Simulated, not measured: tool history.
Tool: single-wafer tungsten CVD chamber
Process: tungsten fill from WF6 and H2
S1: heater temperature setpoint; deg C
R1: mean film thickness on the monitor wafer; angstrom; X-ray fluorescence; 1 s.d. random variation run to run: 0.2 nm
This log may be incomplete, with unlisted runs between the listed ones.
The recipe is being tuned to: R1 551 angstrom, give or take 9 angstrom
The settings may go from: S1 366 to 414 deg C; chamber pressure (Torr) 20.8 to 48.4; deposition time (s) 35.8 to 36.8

run 1 hour=0 | S1=390 chamber_pressure_(Torr)=34.6 deposition_time_(s)=35.8 | R1=905.35
run 2 hour=2.3 | S1=383 chamber_pressure_(Torr)=34.6 deposition_time_(s)=35.8 | R1=767.66
run 3 hour=9.3 | S1=375 chamber_pressure_(Torr)=34.6 deposition_time_(s)=35.8 | R1=638.44
run 4 hour=15.8 | S1=373 chamber_pressure_(Torr)=34.6 deposition_time_(s)=35.8 | R1=609.33
run 5 hour=22.2 | S1=373 chamber_pressure_(Torr)=39.2 deposition_time_(s)=35.8 | R1=635.61
run 6 hour=22.8 | S1=371 chamber_pressure_(Torr)=39.2 deposition_time_(s)=35.8 | R1=602.31
run 7 hour=28.4 | S1=370 chamber_pressure_(Torr)=39.2 deposition_time_(s)=35.8 | R1=584.91
-- hour=35.4 capacitance manometer re-zeroed and calibrated
run 8 hour=35.4 | S1=369 chamber_pressure_(Torr)=39.2 deposition_time_(s)=35.8 | R1=560.38

5 next moves are on the table. One of them brings every result within its allowed miss. Which?
run A hour=42.4 | S1=371 chamber_pressure_(Torr)=36.2 deposition_time_(s)=35.8 | R1=?
run B hour=42.4 | S1=370 chamber_pressure_(Torr)=38.3 deposition_time_(s)=35.8 | R1=?
run C hour=42.4 | S1=367 chamber_pressure_(Torr)=41.9 deposition_time_(s)=35.8 | R1=?
run D hour=42.4 | S1=367 chamber_pressure_(Torr)=45.6 deposition_time_(s)=36.5 | R1=?
run E hour=42.4 | S1=369 chamber_pressure_(Torr)=38.9 deposition_time_(s)=36.8 | R1=?

move=A R1=576.46
move=B R1=572.81
move=C R1=547.89
move=D R1=574.6
move=E R1=577.49
A: its largest miss is bigger than the last run's
B: its largest miss is bigger than the last run's
C: each result inside its tolerance
D: its largest miss is bigger than the last run's
E: its largest miss is bigger than the last run's
Answer: C

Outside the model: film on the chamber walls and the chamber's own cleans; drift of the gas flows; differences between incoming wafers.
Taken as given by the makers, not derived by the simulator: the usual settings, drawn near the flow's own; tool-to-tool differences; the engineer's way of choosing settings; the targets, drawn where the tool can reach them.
